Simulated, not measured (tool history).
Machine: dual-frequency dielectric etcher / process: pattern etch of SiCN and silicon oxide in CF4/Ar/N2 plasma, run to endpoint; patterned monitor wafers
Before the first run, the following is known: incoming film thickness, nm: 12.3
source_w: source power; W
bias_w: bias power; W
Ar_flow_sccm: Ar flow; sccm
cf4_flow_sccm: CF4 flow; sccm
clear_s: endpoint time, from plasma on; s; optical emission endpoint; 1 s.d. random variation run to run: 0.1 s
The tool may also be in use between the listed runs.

run	hour	source_w	bias_w	Ar_flow_sccm	cf4_flow_sccm	clear_s
1	0.0	560	74	98	72	10.880
2	7.4	520	73	98	72	11.629
3	15.1	490	72	98	72	12.074
4	20.0	460	71	98	72	12.677
5	27.9	440	71	98	72	13.375
6	33.5	430	71	98	72	13.557

Estimate the outcome of run 7 from the log above:
7	36.5	420	71	98	72	?

{"run 7": {"clear_s": 13.762}}
